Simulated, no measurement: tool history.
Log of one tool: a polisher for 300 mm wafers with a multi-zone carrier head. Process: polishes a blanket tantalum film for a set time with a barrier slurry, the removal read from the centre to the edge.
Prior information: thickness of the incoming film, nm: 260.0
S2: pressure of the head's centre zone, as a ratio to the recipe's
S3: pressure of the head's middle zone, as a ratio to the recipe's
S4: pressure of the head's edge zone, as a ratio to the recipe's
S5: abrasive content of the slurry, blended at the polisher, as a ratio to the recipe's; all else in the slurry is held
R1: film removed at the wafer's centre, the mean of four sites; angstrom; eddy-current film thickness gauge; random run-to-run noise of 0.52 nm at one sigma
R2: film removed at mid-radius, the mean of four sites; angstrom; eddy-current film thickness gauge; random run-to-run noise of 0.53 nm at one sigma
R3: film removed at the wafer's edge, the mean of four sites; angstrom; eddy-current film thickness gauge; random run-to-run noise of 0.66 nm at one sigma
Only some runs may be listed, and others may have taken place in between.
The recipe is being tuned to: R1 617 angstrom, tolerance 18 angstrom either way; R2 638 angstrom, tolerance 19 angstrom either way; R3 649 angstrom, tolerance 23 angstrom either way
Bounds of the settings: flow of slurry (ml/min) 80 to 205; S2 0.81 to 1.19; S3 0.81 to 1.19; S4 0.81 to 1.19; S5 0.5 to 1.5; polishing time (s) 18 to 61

Run 1, hour 0: flow of slurry (ml/min) 135, S2 1, S3 1, S4 1, S5 1, polishing time (s) 39. Result: R1 1056.5 angstrom, R2 1054.9 angstrom, R3 1070.2 angstrom.
Run 2, hour 0.8: flow of slurry (ml/min) 130, S2 0.98, S3 0.99, S4 0.97, S5 0.9, polishing time (s) 37. Result: R1 961.12 angstrom, R2 997.07 angstrom, R3 954.57 angstrom.
Run 3, hour 4.3: flow of slurry (ml/min) 125, S2 0.97, S3 0.96, S4 0.98, S5 0.85, polishing time (s) 35. Result: R1 876.78 angstrom, R2 895.11 angstrom, R3 899.48 angstrom.
Run 4, hour 12.9: flow of slurry (ml/min) 125, S2 0.97, S3 0.96, S4 0.98, S5 0.85, polishing time (s) 31. Result: R1 779.83 angstrom, R2 807.02 angstrom, R3 791.42 angstrom.
Run 5, hour 21.8: flow of slurry (ml/min) 150, S2 0.97, S3 0.96, S4 0.98, S5 0.85, polishing time (s) 31. Result: R1 818.55 angstrom, R2 826.4 angstrom, R3 828.82 angstrom.
Run 6, hour 30.6: flow of slurry (ml/min) 140, S2 0.96, S3 0.94, S4 0.97, S5 0.8, polishing time (s) 31. Result: R1 789.98 angstrom, R2 797.55 angstrom, R3 797.12 angstrom.
Run 7, hour 32.2: flow of slurry (ml/min) 135, S2 0.95, S3 0.92, S4 0.96, S5 0.75, polishing time (s) 31. Result: R1 752.92 angstrom, R2 775.22 angstrom, R3 777.37 angstrom.
Run 8, hour 32.9: flow of slurry (ml/min) 130, S2 0.95, S3 0.9, S4 0.95, S5 0.7, polishing time (s) 31. Result: R1 743.99 angstrom, R2 760.11 angstrom, R3 761.96 angstrom.
Run 9, hour 39.4: flow of slurry (ml/min) 125, S2 0.95, S3 0.89, S4 0.95, S5 0.65, polishing time (s) 31. Result: R1 730.15 angstrom, R2 736.57 angstrom, R3 759.38 angstrom.
Run 10, hour 43.4: flow of slurry (ml/min) 120, S2 0.94, S3 0.88, S4 0.94, S5 0.6, polishing time (s) 31. Result: R1 690.51 angstrom, R2 709.83 angstrom, R3 735.11 angstrom.
Run 11, hour 48.3: flow of slurry (ml/min) 115, S2 0.94, S3 0.87, S4 0.92, S5 0.6, polishing time (s) 31. Result: R1 695.42 angstrom, R2 705.76 angstrom, R3 735.3 angstrom.
Run 12, hour 52.6: flow of slurry (ml/min) 115, S2 0.94, S3 0.87, S4 0.91, S5 0.6, polishing time (s) 30. Result: R1 673.56 angstrom, R2 666.77 angstrom, R3 684.81 angstrom.
Run 13, hour 58.7: flow of slurry (ml/min) 115, S2 0.94, S3 0.87, S4 0.91, S5 0.6, polishing time (s) 30. Result: R1 678.16 angstrom, R2 683.83 angstrom, R3 677.97 angstrom.
Run 14, hour 64.1: flow of slurry (ml/min) 85, S2 0.9, S3 0.84, S4 0.89, S5 0.55, polishing time (s) 30. Result: R1 559.3 angstrom, R2 597.18 angstrom, R3 627.4 angstrom.
Run 15, hour 71.4: flow of slurry (ml/min) 90, S2 0.9, S3 0.84, S4 0.89, S5 0.55, polishing time (s) 30. Result: R1 579.21 angstrom, R2 614.45 angstrom, R3 635.56 angstrom.
Run 16, hour 79.8: flow of slurry (ml/min) 95, S2 0.9, S3 0.84, S4 0.89, S5 0.55, polishing time (s) 30. Result: R1 595.83 angstrom, R2 617.05 angstrom, R3 647.18 angstrom.

Which single option among these 5 for the next run brings every result within its allowed miss of target? Just one does.
Run A, hour 88.2: flow of slurry (ml/min) 95, S2 0.9, S3 0.92, S4 0.84, S5 0.5, polishing time (s) 30. Result: R1 ?, R2 ?, R3 ?.
Run B, hour 88.2: flow of slurry (ml/min) 105, S2 0.96, S3 0.89, S4 0.82, S5 0.65, polishing time (s) 30. Result: R1 ?, R2 ?, R3 ?.
Run C, hour 88.2: flow of slurry (ml/min) 85, S2 0.94, S3 0.88, S4 0.87, S5 0.5, polishing time (s) 32. Result: R1 ?, R2 ?, R3 ?.
Run D, hour 88.2: flow of slurry (ml/min) 90, S2 0.87, S3 0.88, S4 0.87, S5 0.5, polishing time (s) 32. Result: R1 ?, R2 ?, R3 ?.
Run E, hour 88.2: flow of slurry (ml/min) 80, S2 0.9, S3 0.91, S4 0.88, S5 0.6, polishing time (s) 31. Result: R1 ?, R2 ?, R3 ?.

move      R1      R2      R3
   A   579.1  639.52  621.82
   B   671.1  680.54  657.64
   C   614.7  641.42  655.92
   D  583.44  655.97  665.39
   E  570.55  634.24  647.92
A: the biggest miss grows against the last run
B: carries the result that was furthest off beyond its target, to the other side
C: each result inside its tolerance
D: the biggest miss grows against the last run
E: the biggest miss grows against the last run
Move C is the one to make.
